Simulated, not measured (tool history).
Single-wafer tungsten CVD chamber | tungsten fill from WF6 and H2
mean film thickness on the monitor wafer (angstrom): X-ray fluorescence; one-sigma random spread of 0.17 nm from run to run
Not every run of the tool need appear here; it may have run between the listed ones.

run,hour,heater temperature setpoint (K),chamber pressure (mTorr),deposition time (s),mean film thickness on the monitor wafer (angstrom)
1,0.0,668.15,48000,18.1,651.99
2,3.3,668.15,48000,18.1,655.79
3,5.8,672.15,48000,18.1,715.51
4,12.7,672.15,48000,18.1,712.06
5,17.9,672.15,51500,18.1,735.41
6,22.7,672.15,60100,18.1,805.98
7,27.2,668.15,58400,18.0,717.61
8,35.6,665.15,57700,18.0,673.92
9,44.6,662.15,56700,18.0,620.70
10,53.0,659.15,56200,18.0,581.14

The next listed run, before its measurement:
11,61.4,657.15,55700,18.0,?

{"run 11": {"mean film thickness on the monitor wafer (angstrom)": 550.84}}

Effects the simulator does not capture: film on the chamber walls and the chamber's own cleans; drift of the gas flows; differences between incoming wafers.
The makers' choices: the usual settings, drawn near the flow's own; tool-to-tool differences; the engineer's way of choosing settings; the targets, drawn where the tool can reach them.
